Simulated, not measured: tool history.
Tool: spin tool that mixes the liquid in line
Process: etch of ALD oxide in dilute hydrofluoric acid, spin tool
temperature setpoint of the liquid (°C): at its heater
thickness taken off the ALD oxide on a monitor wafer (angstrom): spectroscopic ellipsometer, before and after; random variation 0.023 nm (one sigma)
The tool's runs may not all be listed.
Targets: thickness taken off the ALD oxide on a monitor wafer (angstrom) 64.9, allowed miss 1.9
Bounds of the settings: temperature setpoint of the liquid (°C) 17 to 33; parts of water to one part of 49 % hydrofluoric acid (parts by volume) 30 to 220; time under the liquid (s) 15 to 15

run  hour  temperature setpoint of the liquid (°C)  parts of water to one part of 49 % hydrofluoric acid (parts by volume)  time under the liquid (s)  thickness taken off the ALD oxide on a monitor wafer (angstrom)
  1     0                                       25                                                                     125                         15                                                           23.057
  2   8.5                                       25                                                                     140                         15                                                           20.209
  3    10                                       25                                                                     140                         15                                                           20.171
  4  14.9                                       25                                                                     120                         15                                                           24.244
  5  23.3                                       25                                                                      95                         15                                                           31.581
  6  28.1                                     23.5                                                                      95                         15                                                           29.773
  7  31.9                                     23.5                                                                      95                         15                                                           29.584
  8  36.4                                     23.5                                                                      95                         15                                                           29.644
  9  40.1                                       26                                                                      80                         15                                                           39.566
 10  42.5                                       28                                                                      75                         15                                                           46.261
 11  50.7                                       32                                                                      60                         15                                                           68.525
 12    58                                     31.5                                                                      60                         15                                                           67.275

Which of these 4 next moves meets every target?
  A  65.3                                       33                                                                      70                         15                                                                ?
  B  65.3                                       31                                                                      65                         15                                                                ?
  C  65.3                                     29.5                                                                      55                         15                                                                ?
  D  65.3                                     32.5                                                                      65                         15                                                                ?

move  thickness taken off the ALD oxide on a monitor wafer (angstrom)
   A                                                           60.253
   B                                                           60.617
   C                                                           68.625
   D                                                           64.185
A: takes the result that was furthest off past its target
B: takes the result that was furthest off past its target
C: further off than the last run
D: meets every target
Move D is the one to make.

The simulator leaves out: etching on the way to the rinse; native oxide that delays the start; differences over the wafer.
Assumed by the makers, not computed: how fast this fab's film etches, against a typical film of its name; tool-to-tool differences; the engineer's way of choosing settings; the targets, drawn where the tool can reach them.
